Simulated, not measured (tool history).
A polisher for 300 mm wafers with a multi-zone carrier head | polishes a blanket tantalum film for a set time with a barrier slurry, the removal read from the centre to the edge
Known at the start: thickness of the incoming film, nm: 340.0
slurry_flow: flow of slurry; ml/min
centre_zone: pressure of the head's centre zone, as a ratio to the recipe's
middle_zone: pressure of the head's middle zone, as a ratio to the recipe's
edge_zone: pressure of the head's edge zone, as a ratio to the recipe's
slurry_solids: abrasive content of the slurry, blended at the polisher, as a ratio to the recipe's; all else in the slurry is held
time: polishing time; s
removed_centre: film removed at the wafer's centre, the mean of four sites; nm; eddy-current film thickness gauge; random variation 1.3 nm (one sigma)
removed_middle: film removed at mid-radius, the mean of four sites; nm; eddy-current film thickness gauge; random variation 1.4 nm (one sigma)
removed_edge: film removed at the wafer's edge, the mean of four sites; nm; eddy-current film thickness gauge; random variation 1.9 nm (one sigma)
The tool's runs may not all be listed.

| run | hour | slurry_flow | centre_zone | middle_zone | edge_zone | slurry_solids | time | removed_centre | removed_middle | removed_edge |
|---|---|---|---|---|---|---|---|---|---|---|
| 1 | 0.0 | 300 | 1.00 | 1.00 | 1.00 | 1.00 | 73 | 119.09 | 117.77 | 114.73 |
| 2 | 6.5 | 300 | 0.99 | 1.00 | 1.02 | 1.05 | 73 | 121.65 | 120.27 | 121.67 |
| 3 | 14.9 | 300 | 0.95 | 1.00 | 1.02 | 1.05 | 73 | 116.38 | 120.52 | 117.60 |
| 4 | 16.0 | 300 | 0.90 | 1.00 | 1.02 | 1.05 | 73 | 109.81 | 120.95 | 118.38 |
| 5 | 22.7 | 300 | 0.90 | 1.00 | 1.02 | 1.15 | 73 | 113.31 | 121.98 | 121.04 |
| 6 | 30.6 | 300 | 0.98 | 1.00 | 1.02 | 1.15 | 73 | 122.90 | 122.24 | 122.36 |
| 7 | 31.9 | 300 | 0.98 | 1.00 | 1.04 | 1.15 | 73 | 124.65 | 122.17 | 122.30 |
| 8 | 37.1 | 300 | 0.96 | 0.99 | 1.05 | 1.20 | 74 | 124.14 | 126.07 | 123.73 |
| 9 | 42.1 | 285 | 0.94 | 0.97 | 1.05 | 1.25 | 76 | 125.45 | 127.92 | 131.63 |
| 10 | 51.0 | 285 | 0.94 | 0.97 | 1.05 | 1.25 | 76 | 126.15 | 127.19 | 134.15 |
| 11 | 52.1 | 285 | 0.94 | 0.97 | 1.05 | 1.25 | 76 | 124.14 | 127.86 | 132.35 |
| 12 | 60.6 | 280 | 0.94 | 0.97 | 1.05 | 1.30 | 76 | 127.42 | 126.98 | 130.83 |

Forecast run 13:
| 13 | 62.3 | 285 | 0.94 | 0.97 | 1.06 | 1.30 | 76 | ? | ? | ? |

removed_centre: 124.47 nm
removed_middle: 129.56 nm
removed_edge: 132.69 nm

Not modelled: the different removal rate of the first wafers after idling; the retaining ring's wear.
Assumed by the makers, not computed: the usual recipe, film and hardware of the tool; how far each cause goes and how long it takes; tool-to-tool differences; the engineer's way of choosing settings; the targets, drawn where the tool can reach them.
